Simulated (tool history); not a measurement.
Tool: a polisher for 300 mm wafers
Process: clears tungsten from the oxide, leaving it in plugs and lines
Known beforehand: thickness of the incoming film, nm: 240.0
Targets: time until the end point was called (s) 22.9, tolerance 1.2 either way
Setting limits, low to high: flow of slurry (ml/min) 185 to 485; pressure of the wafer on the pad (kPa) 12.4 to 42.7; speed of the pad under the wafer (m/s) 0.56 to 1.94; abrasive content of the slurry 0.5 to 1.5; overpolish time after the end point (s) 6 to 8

| run | hour | flow of slurry (ml/min) | pressure of the wafer on the pad (kPa) | speed of the pad under the wafer (m/s) | abrasive content of the slurry | overpolish time after the end point (s) | time until the end point was called (s) |
|---|---|---|---|---|---|---|---|
| 1 | 0 | 310 | 27.6 | 1.24 | 1 | 8 | 34.277 |
| 2 | 8 | 310 | 27.6 | 1.24 | 1.15 | 8 | 34.254 |
| 3 | 10.6 | 310 | 29.6 | 1.24 | 1.15 | 8 | 32.06 |
| 4 | 13.2 | 310 | 31.7 | 1.24 | 1.15 | 8 | 30.405 |
| 5 | 20.4 | 310 | 31.7 | 1.24 | 1.15 | 6 | 31.216 |
| 6 | 22.5 | 310 | 31.7 | 1.24 | 1.15 | 8 | 30.987 |
| 7 | 30.8 | 310 | 39.3 | 1.28 | 1.15 | 8 | 25.57 |
| 8 | 38.8 | 310 | 40 | 1.3 | 1.15 | 8 | 24.887 |
| 9 | 42.3 | 310 | 40.7 | 1.3 | 1.15 | 8 | 24.611 |
| 10 | 45.4 | 310 | 41.4 | 1.3 | 1.15 | 8 | 25.149 |
| 11 | 47 | 310 | 41.4 | 1.32 | 1.15 | 8 | 24.088 |
| 12 | 50.5 | 310 | 41.4 | 1.32 | 1.15 | 8 | 24.006 |

Exactly one of the 4 candidate moves below puts every result within its allowed miss. Which one?
| A | 54 | 270 | 42.7 | 1.32 | 1.35 | 6 | ? |
| B | 54 | 365 | 39.3 | 1.34 | 1.1 | 6 | ? |
| C | 54 | 230 | 41.4 | 1.26 | 1.25 | 8 | ? |
| D | 54 | 225 | 41.4 | 1.26 | 1.35 | 6 | ? |

| move | time until the end point was called (s) |
|---|---|
| A | 22.737 |
| B | 24.373 |
| C | 25.196 |
| D | 24.778 |
A: in spec on every target
B: further off than the last run
C: further off than the last run
D: further off than the last run
Answer: A

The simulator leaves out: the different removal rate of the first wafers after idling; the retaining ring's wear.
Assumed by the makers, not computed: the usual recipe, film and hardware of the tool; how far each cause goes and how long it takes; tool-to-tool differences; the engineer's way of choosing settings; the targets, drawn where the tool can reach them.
